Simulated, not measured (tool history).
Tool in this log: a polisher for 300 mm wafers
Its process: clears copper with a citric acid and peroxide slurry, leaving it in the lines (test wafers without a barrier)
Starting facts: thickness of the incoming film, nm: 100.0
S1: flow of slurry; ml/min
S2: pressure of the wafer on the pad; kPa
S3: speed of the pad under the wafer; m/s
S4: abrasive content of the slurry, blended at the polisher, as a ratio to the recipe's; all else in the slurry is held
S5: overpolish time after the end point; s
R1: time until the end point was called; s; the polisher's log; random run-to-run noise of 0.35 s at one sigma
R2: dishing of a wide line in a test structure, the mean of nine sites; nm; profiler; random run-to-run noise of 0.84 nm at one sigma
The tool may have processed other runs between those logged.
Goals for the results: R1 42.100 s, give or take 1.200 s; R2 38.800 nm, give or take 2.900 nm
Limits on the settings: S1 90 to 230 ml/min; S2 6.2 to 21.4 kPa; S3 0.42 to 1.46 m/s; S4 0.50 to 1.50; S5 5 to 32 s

Run 1, hour 0.0: S1 150 ml/min, S2 13.8 kPa, S3 0.94 m/s, S4 1.00, S5 16 s. Result: R1 79.797 s, R2 16.692 nm.
Run 2, hour 6.7: S1 150 ml/min, S2 13.8 kPa, S3 0.80 m/s, S4 1.00, S5 16 s. Result: R1 93.688 s, R2 15.627 nm.
Run 3, hour 10.2: S1 155 ml/min, S2 15.9 kPa, S3 0.86 m/s, S4 1.00, S5 17 s. Result: R1 76.136 s, R2 18.704 nm.
Run 4, hour 10.8: S1 160 ml/min, S2 17.2 kPa, S3 0.92 m/s, S4 1.00, S5 19 s. Result: R1 66.005 s, R2 24.493 nm.
Run 5, hour 13.9: S1 165 ml/min, S2 18.6 kPa, S3 0.96 m/s, S4 1.00, S5 19 s. Result: R1 58.569 s, R2 26.171 nm.
Run 6, hour 19.6: S1 165 ml/min, S2 15.9 kPa, S3 0.96 m/s, S4 1.00, S5 19 s. Result: R1 67.465 s, R2 23.802 nm.
Run 7, hour 24.8: S1 175 ml/min, S2 17.2 kPa, S3 0.98 m/s, S4 1.00, S5 19 s. Result: R1 61.093 s, R2 27.103 nm.
Run 8, hour 27.3: S1 175 ml/min, S2 17.2 kPa, S3 0.98 m/s, S4 1.00, S5 19 s. Result: R1 60.617 s, R2 25.554 nm.
Run 9, hour 32.9: S1 180 ml/min, S2 18.6 kPa, S3 1.00 m/s, S4 1.00, S5 20 s. Result: R1 55.895 s, R2 28.446 nm.

Which one of the following 5 next-run settings gets every result inside its allowed miss? There is exactly one.
Run A, hour 38.5: S1 170 ml/min, S2 21.4 kPa, S3 1.14 m/s, S4 1.05, S5 22 s. Result: R1 ?, R2 ?.
Run B, hour 38.5: S1 145 ml/min, S2 20.0 kPa, S3 1.32 m/s, S4 1.05, S5 11 s. Result: R1 ?, R2 ?.
Run C, hour 38.5: S1 190 ml/min, S2 20.0 kPa, S3 1.04 m/s, S4 1.10, S5 24 s. Result: R1 ?, R2 ?.
Run D, hour 38.5: S1 170 ml/min, S2 21.4 kPa, S3 1.36 m/s, S4 1.20, S5 23 s. Result: R1 ?, R2 ?.
Run E, hour 38.5: S1 190 ml/min, S2 20.0 kPa, S3 1.14 m/s, S4 0.90, S5 11 s. Result: R1 ?, R2 ?.

move      R1      R2
   A  42.528  38.261
   B  40.410  22.748
   C  48.471  36.921
   D  35.021  45.336
   E  45.675  20.469
A: all results in spec
B: takes the result that was furthest off past its target
C: closes in on the targets versus the last run, not all within tolerance yet
D: takes the result that was furthest off past its target
E: closes in on the targets versus the last run, not all within tolerance yet
Go with A: it meets all targets.
